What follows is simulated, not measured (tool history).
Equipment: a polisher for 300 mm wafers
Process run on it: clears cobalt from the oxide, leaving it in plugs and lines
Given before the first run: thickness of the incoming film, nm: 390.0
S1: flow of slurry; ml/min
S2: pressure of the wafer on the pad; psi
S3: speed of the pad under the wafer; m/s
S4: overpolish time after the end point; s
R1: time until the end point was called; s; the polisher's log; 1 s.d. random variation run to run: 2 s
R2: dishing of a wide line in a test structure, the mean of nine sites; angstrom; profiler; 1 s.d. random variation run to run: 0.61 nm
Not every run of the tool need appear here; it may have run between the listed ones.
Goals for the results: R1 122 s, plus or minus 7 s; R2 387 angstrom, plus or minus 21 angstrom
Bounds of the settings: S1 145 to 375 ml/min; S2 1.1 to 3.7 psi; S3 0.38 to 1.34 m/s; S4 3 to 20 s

run	hour	S1	S2	S3	S4	R1	R2
1	0	240	2.4	0.86	10	98.942	305.08
2	0.5	240	2.4	0.98	10	87.243	332.31
3	7.3	240	2.3	0.98	11	88.745	348.03
4	9.6	240	2.2	0.98	12	94.404	358.48
# hour 13.1: worn pad replaced by a new one
5	13.1	240	2.1	0.98	12	88.606	370.32
6	19.6	195	2.1	0.98	12	95.341	350.33
7	22.9	195	2	0.98	12	93.186	354.54
8	29.2	195	1.9	0.96	12	103.14	335.73
9	35.7	195	1.8	0.96	12	108.61	323.03
10	39.3	195	1.8	0.96	12	107.92	315.42
11	44.5	195	1.8	0.96	13	105.75	337.6
12	52.2	195	1.7	0.96	14	113.6	339.51
13	54.2	195	1.6	0.96	16	121.42	356.54

Exactly one of the 4 candidate moves below puts every result within its allowed miss. Which one?
A	56.2	200	1.2	1.28	14	?	?
B	56.2	150	2	0.76	15	?	?
C	56.2	185	1.5	1.02	18	?	?
D	56.2	200	1.6	1.08	13	?	?

move	R1	R2
A	117.66	329.56
B	124.41	332.51
C	119.97	381.77
D	105.73	336.58
A: further off than the last run
B: further off than the last run
C: every result within its allowed miss
D: further off than the last run
C meets every target.

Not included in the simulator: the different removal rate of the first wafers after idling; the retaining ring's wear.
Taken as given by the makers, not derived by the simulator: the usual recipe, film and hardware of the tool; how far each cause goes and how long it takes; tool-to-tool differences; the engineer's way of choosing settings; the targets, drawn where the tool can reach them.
